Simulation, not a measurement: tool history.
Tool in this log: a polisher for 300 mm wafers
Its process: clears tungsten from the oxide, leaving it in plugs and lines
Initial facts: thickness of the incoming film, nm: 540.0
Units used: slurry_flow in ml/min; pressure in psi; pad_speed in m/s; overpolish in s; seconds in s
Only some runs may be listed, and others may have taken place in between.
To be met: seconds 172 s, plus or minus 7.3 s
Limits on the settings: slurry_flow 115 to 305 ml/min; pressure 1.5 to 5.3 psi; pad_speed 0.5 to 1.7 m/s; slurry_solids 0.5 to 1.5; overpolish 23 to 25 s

run	hour	slurry_flow	pressure	pad_speed	slurry_solids	overpolish	seconds
1	0	195	3.4	1.1	1	23	116.43
2	5.7	195	3.4	1.1	1	25	115.97
3	13	195	3.1	1.1	1	25	123.62
4	19.3	195	3.7	1.1	1	25	111.83
5	26	195	3.7	1.26	1	25	99.269
6	26.5	195	4.5	1.26	1	25	86.48
7	32.1	195	3.9	1.2	1	25	100.98
8	34	195	3.4	1.16	1	25	113.5
9	39.2	195	3	1.14	1	25	123.29
10	46.4	195	2.7	1.12	1	25	130.5
11	49	195	2.5	1.1	1	25	139.18
12	51.1	195	2.3	1.1	1	25	145.4

Of the 5 settings listed for the next run, only one would bring every result within its allowed miss of target. Which one?
A	53.2	205	1.7	1.04	0.85	24	?
B	53.2	220	2.5	1.18	1.05	24	?
C	53.2	210	3.4	1.04	1.05	25	?
D	53.2	175	2.7	0.8	0.95	25	?
E	53.2	200	2.8	1.22	0.95	25	?

move	seconds
A	188.64
B	131.35
C	121.22
D	178.16
E	124.95
A: the result that was furthest off in the last run now lies on the other side of its target
B: its largest miss is bigger than the last run's
C: its largest miss is bigger than the last run's
D: all results land within tolerance of their targets
E: its largest miss is bigger than the last run's
So the answer is move D, the one that meets all the targets.
